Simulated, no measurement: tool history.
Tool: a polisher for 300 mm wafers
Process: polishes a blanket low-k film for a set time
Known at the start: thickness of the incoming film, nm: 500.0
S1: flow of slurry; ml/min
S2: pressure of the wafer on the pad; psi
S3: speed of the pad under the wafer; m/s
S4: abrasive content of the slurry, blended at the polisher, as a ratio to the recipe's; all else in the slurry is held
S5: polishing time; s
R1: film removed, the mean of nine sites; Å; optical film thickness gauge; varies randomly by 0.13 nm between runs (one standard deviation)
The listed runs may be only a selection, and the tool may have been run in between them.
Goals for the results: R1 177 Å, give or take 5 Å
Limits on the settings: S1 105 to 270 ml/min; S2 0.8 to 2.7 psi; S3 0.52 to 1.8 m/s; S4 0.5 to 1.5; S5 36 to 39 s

run	day	S1	S2	S3	S4	S5	R1
1	0	175	1.7	1.16	1	39	147.02
2	0.154	150	1.7	1.16	1	39	145.03
3	0.496	150	1.7	1.16	0.8	39	130.67
4	0.854	150	2.1	1.16	0.8	39	160.01
5	1.046	150	1.7	1.16	0.8	39	129.6
6	1.075	150	1.7	1.42	0.8	39	153.98
7	1.292	155	1.8	1.42	0.8	39	165.44
8	1.458	155	1.8	1.42	0.8	39	163.67
9	1.792	155	1.8	1.42	0.8	39	161.56
10	2.158	160	1.8	1.42	0.8	39	164.49
11	2.446	165	1.8	1.42	0.8	39	163.47

Next run, 5 choices. One meets every target within its allowed miss, the rest don't. Which?
A	2.733	105	2	1.36	0.95	39	?
B	2.733	130	2	1.06	0.9	39	?
C	2.733	150	2	1.38	0.6	38	?
D	2.733	195	1.7	1.4	0.9	37	?
E	2.733	175	1.6	1.34	0.9	39	?

move	R1
A	177.54
B	146.8
C	143.61
D	157.19
E	148.82
A: all results land within tolerance of their targets
B: further off than the last run
C: further off than the last run
D: further off than the last run
E: further off than the last run
Go with A: it meets all targets.
